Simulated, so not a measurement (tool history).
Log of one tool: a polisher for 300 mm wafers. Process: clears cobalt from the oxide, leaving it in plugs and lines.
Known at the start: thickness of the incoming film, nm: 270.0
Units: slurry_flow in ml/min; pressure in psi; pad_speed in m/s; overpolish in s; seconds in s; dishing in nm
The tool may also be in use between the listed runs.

{"run": 1, "hour": 0.0, "slurry_flow": 280, "pressure": 2.3, "pad_speed": 0.98, "overpolish": 10, "seconds": 44.664, "dishing": 40.985}
{"run": 2, "hour": 3.1, "slurry_flow": 280, "pressure": 2.4, "pad_speed": 0.98, "overpolish": 9, "seconds": 42.955, "dishing": 39.965}
{"run": 3, "hour": 10.5, "slurry_flow": 280, "pressure": 2.4, "pad_speed": 0.98, "overpolish": 6, "seconds": 43.437, "dishing": 30.624}
{"run": 4, "hour": 16.9, "slurry_flow": 330, "pressure": 2.4, "pad_speed": 0.98, "overpolish": 6, "seconds": 42.855, "dishing": 30.823}
{"run": 5, "hour": 18.0, "slurry_flow": 330, "pressure": 2.5, "pad_speed": 0.98, "overpolish": 6, "seconds": 40.441, "dishing": 32.257}
{"run": 6, "hour": 26.0, "slurry_flow": 330, "pressure": 2.6, "pad_speed": 0.98, "overpolish": 6, "seconds": 38.459, "dishing": 32.089}

The next listed run, before its measurement:
{"hour": 30.7, "done": "slurry nozzle cleaned"}
{"run": 7, "hour": 30.7, "slurry_flow": 330, "pressure": 2.7, "pad_speed": 0.98, "overpolish": 6, "seconds": "?", "dishing": "?"}

seconds: 36.756 s
dishing: 34.270 nm
